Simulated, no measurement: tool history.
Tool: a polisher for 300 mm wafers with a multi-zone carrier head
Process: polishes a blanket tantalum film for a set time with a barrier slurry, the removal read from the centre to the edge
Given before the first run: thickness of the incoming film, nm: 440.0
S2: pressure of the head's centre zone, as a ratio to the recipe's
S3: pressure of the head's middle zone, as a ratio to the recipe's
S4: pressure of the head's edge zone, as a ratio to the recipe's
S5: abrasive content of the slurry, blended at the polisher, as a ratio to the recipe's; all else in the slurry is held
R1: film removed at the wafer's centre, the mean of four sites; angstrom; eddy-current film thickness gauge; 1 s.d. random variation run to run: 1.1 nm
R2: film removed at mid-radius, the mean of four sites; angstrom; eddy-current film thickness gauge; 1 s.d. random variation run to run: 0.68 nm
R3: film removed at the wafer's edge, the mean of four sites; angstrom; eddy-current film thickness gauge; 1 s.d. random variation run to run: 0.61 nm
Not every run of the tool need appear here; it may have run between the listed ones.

{"run": 1, "hour": 0.0, "flow of slurry (ml/min)": 145, "S2": 1, "S3": 1, "S4": 1, "S5": 1, "polishing time (s)": 44, "R1": 672.77, "R2": 653.11, "R3": 668.63}
{"run": 2, "hour": 1.9, "flow of slurry (ml/min)": 145, "S2": 0.93, "S3": 1, "S4": 1, "S5": 1, "polishing time (s)": 44, "R1": 640.87, "R2": 658.81, "R3": 668.46}
{"run": 3, "hour": 6.2, "flow of slurry (ml/min)": 145, "S2": 0.93, "S3": 1, "S4": 1, "S5": 1, "polishing time (s)": 53, "R1": 778.93, "R2": 786.83, "R3": 802.42}
{"run": 4, "hour": 12.1, "flow of slurry (ml/min)": 155, "S2": 0.95, "S3": 1.02, "S4": 1.01, "S5": 1, "polishing time (s)": 53, "R1": 810.55, "R2": 805.92, "R3": 819.94}
{"run": 5, "hour": 19.4, "flow of slurry (ml/min)": 165, "S2": 0.96, "S3": 1.04, "S4": 1.01, "S5": 1, "polishing time (s)": 53, "R1": 800.08, "R2": 836.89, "R3": 830.07}
{"run": 6, "hour": 20.4, "flow of slurry (ml/min)": 165, "S2": 0.96, "S3": 1.04, "S4": 0.96, "S5": 1, "polishing time (s)": 53, "R1": 815.95, "R2": 829.38, "R3": 808.83}
{"run": 7, "hour": 27.4, "flow of slurry (ml/min)": 175, "S2": 0.99, "S3": 1.05, "S4": 0.96, "S5": 1, "polishing time (s)": 53, "R1": 838.57, "R2": 835.79, "R3": 817.56}
{"run": 8, "hour": 29.0, "flow of slurry (ml/min)": 180, "S2": 1.01, "S3": 1.07, "S4": 0.96, "S5": 1.05, "polishing time (s)": 53, "R1": 871.2, "R2": 886.18, "R3": 828.64}

Predict the results of run 9:
{"run": 9, "hour": 34.3, "flow of slurry (ml/min)": 185, "S2": 1.02, "S3": 1.07, "S4": 0.97, "S5": 1.05, "polishing time (s)": 53, "R1": "?", "R2": "?", "R3": "?"}

R1: 880.43 angstrom
R2: 875.82 angstrom
R3: 833.15 angstrom

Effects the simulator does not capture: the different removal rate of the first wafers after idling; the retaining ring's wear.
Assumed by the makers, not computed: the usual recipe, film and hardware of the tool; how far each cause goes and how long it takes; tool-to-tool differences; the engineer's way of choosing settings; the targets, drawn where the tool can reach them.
